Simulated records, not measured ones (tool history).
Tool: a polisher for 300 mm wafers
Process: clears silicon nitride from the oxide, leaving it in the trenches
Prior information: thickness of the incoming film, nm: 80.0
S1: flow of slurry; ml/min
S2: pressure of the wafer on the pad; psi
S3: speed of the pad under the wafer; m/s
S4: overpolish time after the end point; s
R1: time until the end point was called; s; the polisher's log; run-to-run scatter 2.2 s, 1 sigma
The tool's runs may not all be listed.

| run | day | S1 | S2 | S3 | S4 | R1 |
|---|---|---|---|---|---|---|
| 1 | 0 | 265 | 2.8 | 1.16 | 47 | 92.633 |
| 2 | 0.05 | 265 | 2.8 | 1.16 | 50 | 91.632 |
| 3 | 0.204 | 295 | 2.8 | 1.16 | 50 | 89.037 |
| 4 | 0.512 | 295 | 3.3 | 1.16 | 50 | 77.764 |
| 5 | 0.546 | 295 | 3.6 | 1.16 | 50 | 71.461 |
| 6 | 0.921 | 295 | 3.9 | 1.16 | 50 | 65.054 |
| 7 | 1.033 | 295 | 3.2 | 1.12 | 50 | 82.312 |
| 8 | 1.142 | 290 | 2.7 | 1.1 | 50 | 99.759 |
| 9 | 1.475 | 290 | 2.4 | 1.08 | 50 | 113.9 |
| 10 | 1.6 | 290 | 2.2 | 1.08 | 50 | 121.45 |
| 11 | 1.967 | 290 | 2 | 1.08 | 50 | 133.29 |

For run 12, what comes out?
| 12 | 2.121 | 290 | 1.9 | 1.08 | 50 | ? |

Run 12 produced R1 141.06 s.
